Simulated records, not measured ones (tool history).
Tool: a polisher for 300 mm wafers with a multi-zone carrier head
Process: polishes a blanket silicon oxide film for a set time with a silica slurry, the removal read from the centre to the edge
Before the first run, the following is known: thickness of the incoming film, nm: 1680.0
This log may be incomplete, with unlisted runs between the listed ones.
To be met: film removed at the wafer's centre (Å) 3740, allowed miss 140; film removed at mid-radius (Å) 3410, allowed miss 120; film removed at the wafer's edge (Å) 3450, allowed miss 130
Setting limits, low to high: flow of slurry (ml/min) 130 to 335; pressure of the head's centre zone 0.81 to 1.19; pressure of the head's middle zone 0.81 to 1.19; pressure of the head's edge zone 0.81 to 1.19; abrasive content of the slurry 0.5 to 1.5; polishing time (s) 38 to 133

| run | hour | flow of slurry (ml/min) | pressure of the head's centre zone | pressure of the head's middle zone | pressure of the head's edge zone | abrasive content of the slurry | polishing time (s) | film removed at the wafer's centre (Å) | film removed at mid-radius (Å) | film removed at the wafer's edge (Å) |
|---|---|---|---|---|---|---|---|---|---|---|
| 1 | 0 | 215 | 1 | 1 | 1 | 1 | 85 | 2576.8 | 2591.9 | 2613.8 |
| 2 | 8 | 195 | 1 | 1 | 1 | 1 | 85 | 2590 | 2581.6 | 2544.7 |
| 3 | 8.8 | 195 | 1 | 1 | 1 | 1 | 69 | 2026.4 | 2094.5 | 2105 |
| 4 | 14 | 215 | 1.04 | 1.02 | 1.04 | 1.15 | 72 | 2443 | 2433.4 | 2446 |
| 5 | 17.4 | 230 | 1.08 | 1.04 | 1.08 | 1.25 | 73 | 2736.5 | 2581.9 | 2633.8 |
| 6 | 20.4 | 240 | 1.09 | 1.06 | 1.1 | 1.3 | 75 | 2865.7 | 2774 | 2791.5 |
| 7 | 21.8 | 245 | 1.11 | 1.07 | 1.12 | 1.35 | 77 | 3048.7 | 2899.8 | 2908.7 |
| 8 | 26.3 | 250 | 1.12 | 1.07 | 1.13 | 1.4 | 79 | 3164.3 | 3055.1 | 3041.1 |
| 9 | 30 | 255 | 1.14 | 1.07 | 1.14 | 1.45 | 81 | 3466.6 | 3106.6 | 3237.1 |

4 candidate next runs follow, results not yet known. Just one meets every target within its allowed miss. Identify it.
| A | 33.7 | 235 | 1.16 | 1.07 | 1.12 | 1.4 | 81 | ? | ? | ? |
| B | 33.7 | 130 | 1.07 | 0.94 | 1.05 | 1.45 | 105 | ? | ? | ? |
| C | 33.7 | 300 | 1.17 | 1.1 | 1.15 | 1.4 | 86 | ? | ? | ? |
| D | 33.7 | 275 | 1.17 | 1.1 | 1.16 | 1.4 | 79 | ? | ? | ? |

| move | film removed at the wafer's centre (Å) | film removed at mid-radius (Å) | film removed at the wafer's edge (Å) |
|---|---|---|---|
| A | 3399.1 | 3094.5 | 3116.4 |
| B | 3736.4 | 3446.3 | 3732.9 |
| C | 3744.6 | 3429.4 | 3416.2 |
| D | 3407.9 | 3123.7 | 3131.5 |
A: about the same distance from the targets as the last run
B: corrects the largest miss of the last run, while another result sits out of spec
C: meets every target
D: about the same distance from the targets as the last run
Answer: C
